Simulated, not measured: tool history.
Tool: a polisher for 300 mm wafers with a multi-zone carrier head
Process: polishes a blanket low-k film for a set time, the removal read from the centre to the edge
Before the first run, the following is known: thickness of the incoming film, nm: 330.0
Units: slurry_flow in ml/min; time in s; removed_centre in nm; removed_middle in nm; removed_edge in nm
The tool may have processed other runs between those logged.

run,hour,slurry_flow,centre_zone,middle_zone,edge_zone,slurry_solids,time,removed_centre,removed_middle,removed_edge
1,0,150,1,1,1,1,63,16.15,16.249,15.998
2,2.7,145,1,0.97,0.95,0.85,58,13.485,13.091,13.053
3,3.4,145,1,0.97,0.95,0.85,43,9.9992,9.7908,9.641
4,7.7,145,1,0.97,0.95,0.85,36,8.3384,8.1329,8.221
5,8.8,165,1.01,0.97,0.96,0.85,36,8.6147,8.3946,8.3528
6,16.4,170,1.03,0.98,0.98,0.85,36,8.7488,8.5139,8.3948
7,18.2,175,1.05,0.98,1,0.85,36,8.9393,8.5548,8.5409

Estimate the outcome of run 8 from the log above:
8,24.4,180,1.07,0.98,1.01,0.85,36,?,?,?

removed_centre: 9.2006 nm
removed_middle: 8.4844 nm
removed_edge: 8.5573 nm
